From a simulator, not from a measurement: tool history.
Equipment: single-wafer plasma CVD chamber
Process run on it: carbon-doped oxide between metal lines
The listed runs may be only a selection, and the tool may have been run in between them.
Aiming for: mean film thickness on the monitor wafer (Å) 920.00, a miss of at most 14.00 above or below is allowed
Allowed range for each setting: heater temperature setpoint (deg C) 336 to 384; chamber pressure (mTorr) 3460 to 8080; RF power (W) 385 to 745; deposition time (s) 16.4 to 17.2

| run | hour | heater temperature setpoint (deg C) | chamber pressure (mTorr) | RF power (W) | deposition time (s) | mean film thickness on the monitor wafer (Å) |
|---|---|---|---|---|---|---|
| 1 | 0.0 | 360 | 5770 | 565 | 17.2 | 984.98 |
| 2 | 6.3 | 360 | 4790 | 565 | 17.2 | 959.10 |
| 3 | 15.0 | 370 | 4790 | 565 | 17.2 | 943.17 |
| 4 | 16.2 | 370 | 4790 | 625 | 17.2 | 1015.60 |
| 5 | 24.5 | 371 | 4560 | 615 | 17.2 | 986.71 |
| 6 | 25.1 | 371 | 3990 | 615 | 17.2 | 975.08 |
| 7 | 25.6 | 372 | 3870 | 610 | 17.2 | 952.74 |
| 8 | 32.3 | 373 | 3780 | 610 | 17.2 | 956.01 |

Which one of the following 5 next-run settings gets every result inside its allowed miss? There is exactly one.
| A | 39.0 | 360 | 3540 | 570 | 16.4 | ? |
| B | 39.0 | 373 | 3460 | 595 | 16.4 | ? |
| C | 39.0 | 372 | 3750 | 585 | 16.4 | ? |
| D | 39.0 | 382 | 3530 | 600 | 17.2 | ? |
| E | 39.0 | 373 | 4400 | 640 | 17.2 | ? |

| move | mean film thickness on the monitor wafer (Å) |
|---|---|
| A | 883.65 |
| B | 884.62 |
| C | 883.07 |
| D | 918.50 |
| E | 1005.90 |
A: moves the result that the last run missed by most past its target, out the other side
B: moves the result that the last run missed by most past its target, out the other side
C: moves the result that the last run missed by most past its target, out the other side
D: every result lands within tolerance
E: the biggest miss grows against the last run
D meets every target.
